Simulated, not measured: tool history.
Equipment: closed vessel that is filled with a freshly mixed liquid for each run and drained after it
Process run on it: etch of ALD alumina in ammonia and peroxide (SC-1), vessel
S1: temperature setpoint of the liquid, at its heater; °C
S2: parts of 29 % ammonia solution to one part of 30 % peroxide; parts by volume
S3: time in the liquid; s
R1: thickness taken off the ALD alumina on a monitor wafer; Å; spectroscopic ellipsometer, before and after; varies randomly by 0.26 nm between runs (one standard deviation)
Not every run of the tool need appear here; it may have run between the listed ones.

run    day    S1    S2   S3      R1
  1  0.000  49.0  0.90  230  223.25
  2  0.125  49.0  1.15  230  225.95
  3  0.258  46.0  1.15  230  192.14
  4  0.600  46.0  1.15  230  190.08
  5  0.938  50.5  1.15  230  245.23
  6  1.304  50.5  1.15  245  263.11
  7  1.638  53.5  1.15  245  307.13

What does the tool deliver on the next run?
  8  1.808  55.5  1.15  245   ?

R1: 342.63 Å
